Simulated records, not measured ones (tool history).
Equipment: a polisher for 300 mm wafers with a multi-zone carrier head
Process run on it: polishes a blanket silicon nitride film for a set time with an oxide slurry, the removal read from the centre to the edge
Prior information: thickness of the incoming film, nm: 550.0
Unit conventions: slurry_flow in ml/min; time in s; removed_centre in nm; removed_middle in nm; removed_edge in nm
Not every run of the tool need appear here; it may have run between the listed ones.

| run | day | slurry_flow | centre_zone | middle_zone | edge_zone | slurry_solids | time | removed_centre | removed_middle | removed_edge |
|---|---|---|---|---|---|---|---|---|---|---|
| 1 | 0.000 | 235 | 1.00 | 1.00 | 1.00 | 1.00 | 43 | 25.489 | 25.400 | 24.611 |
| 2 | 0.246 | 235 | 1.00 | 1.00 | 1.00 | 1.00 | 48 | 28.288 | 27.819 | 27.985 |
| 3 | 0.346 | 235 | 0.99 | 0.99 | 0.99 | 0.95 | 48 | 28.063 | 27.148 | 27.369 |
| 4 | 0.671 | 235 | 0.98 | 0.98 | 0.98 | 0.90 | 47 | 26.862 | 26.282 | 25.845 |
| 5 | 0.796 | 235 | 1.05 | 0.98 | 0.98 | 0.90 | 47 | 28.140 | 25.789 | 25.546 |
| 6 | 1.058 | 230 | 1.03 | 0.97 | 0.98 | 0.85 | 47 | 26.786 | 25.323 | 25.301 |
| 7 | 1.083 | 230 | 1.02 | 0.96 | 0.98 | 0.80 | 46 | 25.243 | 24.139 | 24.333 |

What does the tool deliver on the next run?
| 8 | 1.246 | 220 | 0.97 | 0.87 | 0.88 | 0.55 | 45 | ? | ? | ? |

Run 8 produced removed_centre 20.514 nm, removed_middle 18.199 nm, removed_edge 19.008 nm.
